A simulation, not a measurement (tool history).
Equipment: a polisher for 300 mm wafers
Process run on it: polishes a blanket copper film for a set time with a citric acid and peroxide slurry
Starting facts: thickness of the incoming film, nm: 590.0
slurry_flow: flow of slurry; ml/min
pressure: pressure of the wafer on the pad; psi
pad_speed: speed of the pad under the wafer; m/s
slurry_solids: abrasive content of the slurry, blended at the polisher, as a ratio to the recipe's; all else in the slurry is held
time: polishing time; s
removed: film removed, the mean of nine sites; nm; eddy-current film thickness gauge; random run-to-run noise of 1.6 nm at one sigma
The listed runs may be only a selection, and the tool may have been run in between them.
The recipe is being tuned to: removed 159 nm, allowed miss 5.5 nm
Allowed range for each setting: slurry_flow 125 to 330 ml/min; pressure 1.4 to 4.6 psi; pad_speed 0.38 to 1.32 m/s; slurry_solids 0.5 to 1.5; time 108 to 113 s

run 1 hour=0 | slurry_flow=210 pressure=3 pad_speed=0.84 slurry_solids=1 time=108 | removed=238.6
run 2 hour=2.5 | slurry_flow=210 pressure=2.7 pad_speed=0.84 slurry_solids=1 time=108 | removed=213.26
run 3 hour=8.8 | slurry_flow=210 pressure=3.1 pad_speed=0.84 slurry_solids=1 time=108 | removed=243.1
run 4 hour=10.5 | slurry_flow=210 pressure=3.1 pad_speed=0.84 slurry_solids=1 time=113 | removed=251.3
run 5 hour=12.7 | slurry_flow=210 pressure=2.7 pad_speed=0.84 slurry_solids=1 time=113 | removed=226.3
run 6 hour=19.5 | slurry_flow=210 pressure=2.4 pad_speed=0.84 slurry_solids=1 time=113 | removed=201.07
run 7 hour=26.4 | slurry_flow=210 pressure=2.2 pad_speed=0.84 slurry_solids=1 time=113 | removed=181.79
run 8 hour=27.5 | slurry_flow=210 pressure=2.1 pad_speed=0.84 slurry_solids=1 time=113 | removed=179.06
run 9 hour=30 | slurry_flow=210 pressure=2 pad_speed=0.84 slurry_solids=1 time=113 | removed=168.1

Which one of the following 4 next-run settings gets every result inside its allowed miss? There is exactly one.
run A hour=32.5 | slurry_flow=205 pressure=2 pad_speed=0.82 slurry_solids=1.2 time=113 | removed=?
run B hour=32.5 | slurry_flow=125 pressure=2.3 pad_speed=0.78 slurry_solids=1.05 time=108 | removed=?
run C hour=32.5 | slurry_flow=185 pressure=1.5 pad_speed=0.98 slurry_solids=1.15 time=111 | removed=?
run D hour=32.5 | slurry_flow=220 pressure=2.6 pad_speed=0.66 slurry_solids=1 time=108 | removed=?

move=A removed=172.82
move=B removed=161.01
move=C removed=146.73
move=D removed=174.19
A: further off than the last run
B: all results land within tolerance of their targets
C: the result that was furthest off in the last run now lies on the other side of its target
D: further off than the last run
Correct choice: B, which meets every target
